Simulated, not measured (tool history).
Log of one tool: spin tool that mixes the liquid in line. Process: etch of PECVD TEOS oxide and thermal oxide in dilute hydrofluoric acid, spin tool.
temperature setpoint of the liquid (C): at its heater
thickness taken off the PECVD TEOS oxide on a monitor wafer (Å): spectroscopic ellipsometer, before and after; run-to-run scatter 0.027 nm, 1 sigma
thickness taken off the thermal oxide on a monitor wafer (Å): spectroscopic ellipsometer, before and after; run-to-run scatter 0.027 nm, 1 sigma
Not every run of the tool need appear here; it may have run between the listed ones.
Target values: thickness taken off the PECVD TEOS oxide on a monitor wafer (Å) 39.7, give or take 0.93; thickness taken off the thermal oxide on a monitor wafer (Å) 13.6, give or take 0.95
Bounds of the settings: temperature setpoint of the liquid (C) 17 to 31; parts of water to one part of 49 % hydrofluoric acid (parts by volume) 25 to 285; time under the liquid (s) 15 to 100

run  hour  temperature setpoint of the liquid (C)  parts of water to one part of 49 % hydrofluoric acid (parts by volume)  time under the liquid (s)  thickness taken off the PECVD TEOS oxide on a monitor wafer (Å)  thickness taken off the thermal oxide on a monitor wafer (Å)
  1     0                                      23                                                                     155                         50                                                           45.012                                                        15.665
  2   1.3                                      23                                                                     210                         50                                                           30.984                                                        10.742
  3   9.1                                    21.5                                                                     210                         50                                                           29.777                                                        10.263
  4  17.6                                      23                                                                     210                         50                                                           31.105                                                        10.642
  5    25                                    24.5                                                                     210                         50                                                           32.827                                                        11.302
  6  30.1                                    24.5                                                                     170                         50                                                            43.11                                                        14.206
  7  33.6                                      24                                                                     170                         50                                                           41.978                                                        14.118
  8  41.9                                    23.5                                                                     170                         50                                                           40.882                                                         13.94
  9  45.7                                    23.5                                                                     170                         50                                                           41.454                                                        14.175

5 candidate next runs follow, results not yet known. Just one meets every target within its allowed miss. Identify it.
  A  49.5                                    24.5                                                                     195                         55                                                                ?                                                             ?
  B  49.5                                    29.5                                                                     185                         45                                                                ?                                                             ?
  C  49.5                                      20                                                                     185                         65                                                                ?                                                             ?
  D  49.5                                    22.5                                                                     165                         55                                                                ?                                                             ?
  E  49.5                                    24.5                                                                     150                         45                                                                ?                                                             ?

move  thickness taken off the PECVD TEOS oxide on a monitor wafer (Å)  thickness taken off the thermal oxide on a monitor wafer (Å)
   A                                                           39.621                                                        13.489
   B                                                            41.39                                                        14.091
   C                                                           42.051                                                        14.316
   D                                                            44.87                                                        15.276
   E                                                            44.33                                                        15.092
A: meets every target
B: as far off as the last run
C: its largest miss is bigger than the last run's
D: its largest miss is bigger than the last run's
E: its largest miss is bigger than the last run's
A is the move that brings every result within its allowed miss.
